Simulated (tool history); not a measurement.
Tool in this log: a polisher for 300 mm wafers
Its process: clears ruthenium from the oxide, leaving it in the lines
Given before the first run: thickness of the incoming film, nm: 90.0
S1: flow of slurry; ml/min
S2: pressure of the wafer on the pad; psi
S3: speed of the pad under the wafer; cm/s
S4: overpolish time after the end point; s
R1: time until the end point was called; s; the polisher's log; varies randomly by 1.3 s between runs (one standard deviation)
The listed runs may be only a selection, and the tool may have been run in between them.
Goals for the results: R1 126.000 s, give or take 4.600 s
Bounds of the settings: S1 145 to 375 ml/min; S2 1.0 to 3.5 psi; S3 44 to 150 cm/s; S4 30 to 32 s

| run | hour | S1 | S2 | S3 | S4 | R1 |
|---|---|---|---|---|---|---|
| 1 | 0.0 | 240 | 2.2 | 96 | 30 | 72.845 |
| 2 | 8.0 | 240 | 1.9 | 96 | 30 | 80.987 |
| 3 | 11.9 | 240 | 1.3 | 96 | 30 | 111.070 |
| 4 | 16.7 | 240 | 1.3 | 84 | 30 | 118.940 |
| 5 | 24.7 | 240 | 1.3 | 84 | 32 | 118.150 |
| 6 | 32.9 | 240 | 1.3 | 104 | 32 | 106.250 |
| 7 | 40.3 | 240 | 1.2 | 104 | 32 | 110.140 |
| 8 | 43.6 | 240 | 1.1 | 102 | 32 | 120.100 |

Which of these 4 next moves meets every target?
| A | 46.9 | 190 | 1.1 | 112 | 30 | ? |
| B | 46.9 | 270 | 1.0 | 116 | 32 | ? |
| C | 46.9 | 185 | 1.1 | 114 | 32 | ? |
| D | 46.9 | 230 | 1.0 | 104 | 32 | ? |

| move | R1 |
|---|---|
| A | 116.810 |
| B | 117.290 |
| C | 115.910 |
| D | 127.780 |
A: further off than the last run
B: further off than the last run
C: further off than the last run
D: in spec on every target
D is the move that brings every result within its allowed miss.

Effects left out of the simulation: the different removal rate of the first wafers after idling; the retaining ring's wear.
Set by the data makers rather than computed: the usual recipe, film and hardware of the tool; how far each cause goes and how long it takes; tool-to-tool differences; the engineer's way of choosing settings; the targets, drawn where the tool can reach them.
